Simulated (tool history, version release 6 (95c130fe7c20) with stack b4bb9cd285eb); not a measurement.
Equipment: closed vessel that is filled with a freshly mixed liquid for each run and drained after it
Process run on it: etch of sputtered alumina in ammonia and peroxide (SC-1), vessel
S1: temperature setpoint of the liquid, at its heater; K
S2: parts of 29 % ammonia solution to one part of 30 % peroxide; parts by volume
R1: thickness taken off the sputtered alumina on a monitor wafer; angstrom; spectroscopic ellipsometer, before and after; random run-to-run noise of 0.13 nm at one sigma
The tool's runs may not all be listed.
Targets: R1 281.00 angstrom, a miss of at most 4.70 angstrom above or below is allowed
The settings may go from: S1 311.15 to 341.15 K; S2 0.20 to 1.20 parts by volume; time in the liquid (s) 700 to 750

run 1 hour=0.0 | S1=325.15 S2=0.70 time_in_the_liquid_(s)=700 | R1=527.78
run 2 hour=2.3 | S1=325.15 S2=0.55 time_in_the_liquid_(s)=700 | R1=518.77
run 3 hour=7.5 | S1=322.15 S2=0.55 time_in_the_liquid_(s)=700 | R1=437.19
run 4 hour=12.5 | S1=322.15 S2=0.55 time_in_the_liquid_(s)=700 | R1=434.77
run 5 hour=19.5 | S1=322.15 S2=0.55 time_in_the_liquid_(s)=700 | R1=438.62
run 6 hour=22.0 | S1=322.15 S2=0.75 time_in_the_liquid_(s)=700 | R1=446.20
-- hour=30.2 thermometer replaced
run 7 hour=30.2 | S1=314.15 S2=0.75 time_in_the_liquid_(s)=700 | R1=309.90
run 8 hour=35.0 | S1=313.65 S2=0.75 time_in_the_liquid_(s)=700 | R1=303.64
run 9 hour=40.9 | S1=313.15 S2=0.75 time_in_the_liquid_(s)=700 | R1=296.94

5 next moves are on the table. One of them brings every result within its allowed miss. Which?
run A hour=46.8 | S1=311.65 S2=0.85 time_in_the_liquid_(s)=700 | R1=?
run B hour=46.8 | S1=314.65 S2=0.20 time_in_the_liquid_(s)=700 | R1=?
run C hour=46.8 | S1=311.65 S2=0.75 time_in_the_liquid_(s)=700 | R1=?
run D hour=46.8 | S1=311.15 S2=0.80 time_in_the_liquid_(s)=710 | R1=?
run E hour=46.8 | S1=311.15 S2=0.80 time_in_the_liquid_(s)=720 | R1=?

move=A R1=273.43
move=B R1=284.15
move=C R1=270.17
move=D R1=267.61
move=E R1=271.38
A: takes the result that was furthest off past its target
B: all results in spec
C: takes the result that was furthest off past its target
D: takes the result that was furthest off past its target
E: takes the result that was furthest off past its target
Correct choice: B, which meets every target
